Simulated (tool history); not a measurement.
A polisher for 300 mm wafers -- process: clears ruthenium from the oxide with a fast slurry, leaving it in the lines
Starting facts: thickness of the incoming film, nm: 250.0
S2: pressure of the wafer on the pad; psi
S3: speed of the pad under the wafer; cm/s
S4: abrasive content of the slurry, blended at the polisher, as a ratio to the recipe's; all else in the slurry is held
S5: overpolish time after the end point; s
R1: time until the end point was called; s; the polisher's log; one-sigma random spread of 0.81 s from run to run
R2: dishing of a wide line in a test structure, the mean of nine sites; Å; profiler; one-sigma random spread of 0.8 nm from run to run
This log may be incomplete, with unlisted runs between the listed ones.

Run 1, day 0.000: flow of slurry (ml/min) 275, S2 3.2 psi, S3 122 cm/s, S4 1.0, S5 20 s. Result: R1 50.682 s, R2 602.17 Å.
Run 2, day 0.229: flow of slurry (ml/min) 330, S2 3.2 psi, S3 122 cm/s, S4 1.0, S5 20 s. Result: R1 50.212 s, R2 612.50 Å.
Run 3, day 0.371: flow of slurry (ml/min) 330, S2 3.1 psi, S3 122 cm/s, S4 1.0, S5 19 s. Result: R1 50.882 s, R2 606.14 Å.
Run 4, day 0.675: flow of slurry (ml/min) 330, S2 3.1 psi, S3 122 cm/s, S4 1.0, S5 11 s. Result: R1 51.387 s, R2 395.73 Å.
Run 5, day 1.017: flow of slurry (ml/min) 330, S2 3.1 psi, S3 142 cm/s, S4 1.0, S5 11 s. Result: R1 44.700 s, R2 439.50 Å.
Run 6, day 1.312: flow of slurry (ml/min) 330, S2 3.0 psi, S3 142 cm/s, S4 1.0, S5 12 s. Result: R1 44.884 s, R2 457.40 Å.
Run 7, day 1.529: flow of slurry (ml/min) 330, S2 2.9 psi, S3 142 cm/s, S4 1.0, S5 12 s. Result: R1 46.140 s, R2 436.84 Å.
Run 8, day 1.758: flow of slurry (ml/min) 330, S2 2.8 psi, S3 142 cm/s, S4 1.0, S5 13 s. Result: R1 48.565 s, R2 461.19 Å.
Run 9, day 2.025: flow of slurry (ml/min) 330, S2 2.7 psi, S3 142 cm/s, S4 1.0, S5 13 s. Result: R1 49.643 s, R2 462.97 Å.
Run 10, day 2.375: flow of slurry (ml/min) 330, S2 2.6 psi, S3 142 cm/s, S4 1.0, S5 13 s. Result: R1 49.581 s, R2 455.47 Å.
Run 11, day 2.421: flow of slurry (ml/min) 330, S2 2.5 psi, S3 142 cm/s, S4 1.0, S5 13 s. Result: R1 51.877 s, R2 443.06 Å.

For run 12, what comes out?
At day 2.742: worn pad replaced by a new one.
Run 12, day 2.742: flow of slurry (ml/min) 330, S2 2.3 psi, S3 142 cm/s, S4 1.0, S5 14 s. Result: R1 ?, R2 ?.

R1: 52.939 s
R2: 486.48 Å
